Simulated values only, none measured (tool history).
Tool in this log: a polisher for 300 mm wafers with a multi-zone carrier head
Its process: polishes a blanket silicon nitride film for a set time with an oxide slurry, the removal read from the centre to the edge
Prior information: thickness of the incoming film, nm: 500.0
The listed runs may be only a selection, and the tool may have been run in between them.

| run | day | flow of slurry (ml/min) | pressure of the head's centre zone | pressure of the head's middle zone | pressure of the head's edge zone | abrasive content of the slurry | polishing time (s) | film removed at the wafer's centre (angstrom) | film removed at mid-radius (angstrom) | film removed at the wafer's edge (angstrom) |
|---|---|---|---|---|---|---|---|---|---|---|
| 1 | 0 | 130 | 1 | 1 | 1 | 1 | 68 | 649.41 | 650.91 | 684.1 |
| 2 | 0.371 | 140 | 0.99 | 1 | 1.06 | 1.1 | 68 | 684.18 | 683.62 | 731.96 |
| 3 | 0.592 | 140 | 0.99 | 0.97 | 1.06 | 1.1 | 68 | 690.11 | 662.09 | 731.4 |
| 4 | 0.704 | 140 | 0.96 | 0.97 | 1.1 | 1.25 | 69 | 700.8 | 703.37 | 781.64 |
| 5 | 0.996 | 170 | 0.96 | 0.97 | 1.1 | 1.25 | 69 | 733.87 | 725.75 | 812.08 |
| 6 | 1.292 | 170 | 0.96 | 0.97 | 1.1 | 1.1 | 69 | 696.77 | 690.89 | 783.53 |
|  | 1.496 | slurry nozzle cleaned |
| 7 | 1.496 | 175 | 0.95 | 0.98 | 1.13 | 1.2 | 70 | 762.35 | 769.58 | 870.69 |
| 8 | 1.8 | 180 | 0.94 | 0.98 | 1.14 | 1.2 | 70 | 763.64 | 775.75 | 849.67 |
| 9 | 1.842 | 180 | 0.92 | 0.97 | 1.16 | 1.25 | 70 | 746.99 | 774.43 | 874.37 |
| 10 | 1.929 | 185 | 0.92 | 0.97 | 1.17 | 1.25 | 70 | 750.34 | 781.9 | 885.65 |
| 11 | 2.104 | 190 | 0.92 | 0.97 | 1.18 | 1.25 | 70 | 747.9 | 775.7 | 902.39 |

Run 12 has not been measured yet. What should we expect?
| 12 | 2.421 | 190 | 0.93 | 0.98 | 1.18 | 1.25 | 70 | ? | ? | ? |

{"run 12": {"film removed at the wafer's centre (angstrom)": 767.48, "film removed at mid-radius (angstrom)": 782.9, "film removed at the wafer's edge (angstrom)": 899.21}}

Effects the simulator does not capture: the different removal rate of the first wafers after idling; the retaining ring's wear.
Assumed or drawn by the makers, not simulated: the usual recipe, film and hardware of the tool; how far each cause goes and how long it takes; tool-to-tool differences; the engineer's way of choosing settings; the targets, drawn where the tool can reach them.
